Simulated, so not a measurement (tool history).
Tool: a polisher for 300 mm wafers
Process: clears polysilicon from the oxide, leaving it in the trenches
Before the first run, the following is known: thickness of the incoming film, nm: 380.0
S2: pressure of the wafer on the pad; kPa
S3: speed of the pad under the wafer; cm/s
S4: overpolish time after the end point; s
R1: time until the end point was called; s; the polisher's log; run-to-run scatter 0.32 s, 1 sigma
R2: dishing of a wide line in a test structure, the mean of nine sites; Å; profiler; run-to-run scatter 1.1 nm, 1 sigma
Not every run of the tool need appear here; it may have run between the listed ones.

run 1 hour=0 | flow_of_slurry_(ml/min)=300 S2=24.1 S3=90 S4=10 | R1=26.56 R2=613.41
run 2 hour=3.2 | flow_of_slurry_(ml/min)=300 S2=24.1 S3=106 S4=10 | R1=22.095 R2=639.93
run 3 hour=5.6 | flow_of_slurry_(ml/min)=300 S2=24.8 S3=106 S4=10 | R1=21.961 R2=636.99
run 4 hour=14.6 | flow_of_slurry_(ml/min)=300 S2=25.5 S3=106 S4=10 | R1=21.478 R2=656.37
run 5 hour=21.6 | flow_of_slurry_(ml/min)=300 S2=26.2 S3=106 S4=10 | R1=21.501 R2=630.95
run 6 hour=25.5 | flow_of_slurry_(ml/min)=300 S2=30.3 S3=106 S4=10 | R1=19.8 R2=629.93
run 7 hour=31.2 | flow_of_slurry_(ml/min)=300 S2=31 S3=108 S4=10 | R1=18.467 R2=669.49

Run 8, settings as shown, results not yet in. Your forecast:
run 8 hour=32.5 | flow_of_slurry_(ml/min)=300 S2=31.7 S3=108 S4=10 | R1=? R2=?

R1: 18.007 s
R2: 666.59 Å
